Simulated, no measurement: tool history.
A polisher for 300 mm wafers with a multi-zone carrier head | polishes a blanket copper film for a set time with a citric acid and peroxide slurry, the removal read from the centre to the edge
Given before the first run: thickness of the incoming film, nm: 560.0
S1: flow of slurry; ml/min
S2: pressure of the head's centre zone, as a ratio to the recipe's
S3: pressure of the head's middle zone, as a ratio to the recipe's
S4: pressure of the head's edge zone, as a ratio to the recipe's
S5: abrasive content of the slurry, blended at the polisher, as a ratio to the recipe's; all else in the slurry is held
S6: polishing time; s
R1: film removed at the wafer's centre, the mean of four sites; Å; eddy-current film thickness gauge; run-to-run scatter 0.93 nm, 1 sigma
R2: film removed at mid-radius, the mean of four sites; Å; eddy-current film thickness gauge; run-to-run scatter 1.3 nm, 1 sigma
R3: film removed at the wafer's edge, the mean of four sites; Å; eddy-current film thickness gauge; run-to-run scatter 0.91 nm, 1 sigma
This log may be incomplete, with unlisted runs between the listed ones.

{"run": 1, "day": 0.0, "S1": 200, "S2": 1, "S3": 1, "S4": 1, "S5": 1, "S6": 62, "R1": 998.7, "R2": 1027.9, "R3": 995.44}
{"run": 2, "day": 0.212, "S1": 200, "S2": 1, "S3": 1, "S4": 0.94, "S5": 1, "S6": 62, "R1": 1022.7, "R2": 1007.4, "R3": 965.69}
{"run": 3, "day": 0.288, "S1": 195, "S2": 0.97, "S3": 1, "S4": 0.94, "S5": 0.95, "S6": 62, "R1": 989.86, "R2": 1009.6, "R3": 950.72}
{"run": 4, "day": 0.421, "S1": 190, "S2": 0.94, "S3": 0.99, "S4": 0.96, "S5": 0.9, "S6": 61, "R1": 902.5, "R2": 968.52, "R3": 927.98}
{"day": 0.483, "done": "edge zone pressure recalibrated"}
{"run": 5, "day": 0.483, "S1": 185, "S2": 0.92, "S3": 0.99, "S4": 0.96, "S5": 0.9, "S6": 61, "R1": 913.06, "R2": 950.5, "R3": 950.43}
{"run": 6, "day": 0.692, "S1": 185, "S2": 0.95, "S3": 0.99, "S4": 0.96, "S5": 0.9, "S6": 61, "R1": 927.8, "R2": 949.76, "R3": 951.34}

What will run 7 give?
{"run": 7, "day": 0.929, "S1": 150, "S2": 0.85, "S3": 1.05, "S4": 0.96, "S5": 0.65, "S6": 59, "R1": "?", "R2": "?", "R3": "?"}

Run 7 yielded R1 686.17 Å, R2 853.22 Å, R3 827.75 Å.

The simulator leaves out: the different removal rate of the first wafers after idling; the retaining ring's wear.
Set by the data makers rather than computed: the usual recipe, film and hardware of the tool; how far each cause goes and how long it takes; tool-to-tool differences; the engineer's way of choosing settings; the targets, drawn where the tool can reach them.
